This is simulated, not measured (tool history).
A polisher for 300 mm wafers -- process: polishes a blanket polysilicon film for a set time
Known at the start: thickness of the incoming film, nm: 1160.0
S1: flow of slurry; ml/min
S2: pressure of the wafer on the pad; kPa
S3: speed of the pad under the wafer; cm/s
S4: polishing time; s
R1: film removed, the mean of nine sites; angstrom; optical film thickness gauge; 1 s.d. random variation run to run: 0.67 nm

{"run": 1, "hour": 0.0, "S1": 300, "S2": 17.9, "S3": 84, "S4": 24, "R1": 1468.5}
{"run": 2, "hour": 1.4, "S1": 300, "S2": 17.9, "S3": 84, "S4": 24, "R1": 1468.9}
{"run": 3, "hour": 2.6, "S1": 300, "S2": 15.9, "S3": 84, "S4": 24, "R1": 1338.2}
{"run": 4, "hour": 9.9, "S1": 300, "S2": 13.8, "S3": 84, "S4": 24, "R1": 1201}
{"run": 5, "hour": 18.0, "S1": 330, "S2": 13.8, "S3": 84, "S4": 24, "R1": 1219.6}
{"run": 6, "hour": 26.2, "S1": 320, "S2": 12.4, "S3": 84, "S4": 24, "R1": 1114.7}

Run 7 comes next. What will it give?
{"run": 7, "hour": 29.9, "S1": 315, "S2": 11.7, "S3": 84, "S4": 24, "R1": "?"}

{"run 7": {"R1": 1100}}
